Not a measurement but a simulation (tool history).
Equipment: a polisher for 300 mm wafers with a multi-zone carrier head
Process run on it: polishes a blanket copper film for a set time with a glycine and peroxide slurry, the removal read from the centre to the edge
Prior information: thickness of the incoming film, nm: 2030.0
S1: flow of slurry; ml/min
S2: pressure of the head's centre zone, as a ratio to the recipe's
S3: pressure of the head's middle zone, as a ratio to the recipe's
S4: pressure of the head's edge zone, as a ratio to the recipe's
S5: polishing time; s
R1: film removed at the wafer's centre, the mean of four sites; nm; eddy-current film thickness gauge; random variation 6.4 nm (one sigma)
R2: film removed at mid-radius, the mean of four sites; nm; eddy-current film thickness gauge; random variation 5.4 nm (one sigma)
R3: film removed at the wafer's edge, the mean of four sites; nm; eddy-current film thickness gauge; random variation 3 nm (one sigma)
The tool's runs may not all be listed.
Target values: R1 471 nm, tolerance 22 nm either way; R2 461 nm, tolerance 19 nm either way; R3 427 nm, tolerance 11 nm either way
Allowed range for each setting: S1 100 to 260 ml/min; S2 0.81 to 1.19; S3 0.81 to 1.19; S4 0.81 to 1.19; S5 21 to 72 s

run  hour   S1    S2    S3    S4  S5      R1      R2      R3
  1     0  165     1     1     1  46  337.92  352.23  357.27
  2   0.9  180  1.04  1.03  1.03  47  374.88   364.7  371.79
  3   9.9  180  1.04  1.08  1.03  47  372.86   387.1  374.29
  4  16.5  190  1.06   1.1  1.05  48   395.1     408  385.45
  5  24.9  200  1.08  1.11  1.07  49  405.21  418.97  404.04
  6  25.9  200  1.03  1.11  1.07  49  392.21  421.01  400.37
  7  27.3  210  1.06  1.12  1.07  49  402.99  427.74  398.26
  8  32.1  210  1.09  1.13  1.08  49  416.91  432.79  404.18
  9  34.6  215  1.11  1.14  1.09  49   425.7  429.35  404.73

4 next moves are on the table. One of them brings every result within its allowed miss. Which?
  A  37.1  190   1.1   1.1  1.17  50   ?   ?   ?
  B  37.1  230  1.14  1.13  1.04  52   ?   ?   ?
  C  37.1  180  1.03  1.04  1.19  54   ?   ?   ?
  D  37.1  245  0.94  1.14  1.18  48   ?   ?   ?

move      R1      R2      R3
   A   417.2  421.85  421.73
   B  462.82   460.5  420.92
   C  417.78  431.01  457.21
   D  354.75   431.9  416.56
A: misses by more than the last run did
B: each result inside its tolerance
C: misses by more than the last run did
D: misses by more than the last run did
Correct choice: B, which meets every target

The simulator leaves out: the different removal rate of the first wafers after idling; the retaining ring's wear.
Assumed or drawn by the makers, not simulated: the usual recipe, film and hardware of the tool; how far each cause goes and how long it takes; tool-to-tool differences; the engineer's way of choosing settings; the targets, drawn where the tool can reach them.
